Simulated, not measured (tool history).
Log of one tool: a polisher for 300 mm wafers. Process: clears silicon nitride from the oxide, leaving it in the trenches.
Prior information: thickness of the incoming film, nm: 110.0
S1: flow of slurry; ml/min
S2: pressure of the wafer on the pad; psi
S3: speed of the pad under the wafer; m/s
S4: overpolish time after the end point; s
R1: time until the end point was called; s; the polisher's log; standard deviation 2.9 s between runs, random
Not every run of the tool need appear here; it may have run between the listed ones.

run	hour	S1	S2	S3	S4	R1
1	0	180	2.4	0.92	5	150.22
2	0.9	180	2.9	0.92	5	123.87
3	2	180	3.2	0.92	5	114.83
4	3.2	180	2.8	0.9	5	131.74
5	4	180	2.5	0.88	5	151.81
6	8.9	180	2.8	0.88	5	134.61
7	15.9	180	2.5	0.86	5	155.32
8	23.3	180	2.3	0.86	5	163.95

Expected results for the next run?
9	31.4	180	2.1	0.86	5	?

{"run 9": {"R1": 183.43}}
